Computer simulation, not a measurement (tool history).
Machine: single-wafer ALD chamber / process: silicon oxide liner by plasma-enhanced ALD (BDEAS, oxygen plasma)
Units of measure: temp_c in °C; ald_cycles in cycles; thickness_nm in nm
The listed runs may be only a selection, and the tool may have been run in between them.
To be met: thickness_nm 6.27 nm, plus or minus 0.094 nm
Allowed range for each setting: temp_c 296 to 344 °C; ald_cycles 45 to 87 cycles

run,hour,temp_c,ald_cycles,thickness_nm
1,0,320,66,5.5937
2,8.6,320,58,4.8792
3,15.8,320,53,4.4599
4,24.3,315,53,4.4934
5,30.3,315,59,4.9871
6,30.9,321,59,4.9813
7,37.6,321,61,5.1209
8,40.6,316,72,6.1097

Which of these 4 next moves meets every target?
A,43.6,318,68,?
B,43.6,319,74,?
C,43.6,311,70,?
D,43.6,310,68,?

move,thickness_nm
A,5.734
B,6.2298
C,5.9695
D,5.8083
A: further off than the last run
B: all results in spec
C: further off than the last run
D: further off than the last run
B meets every target.
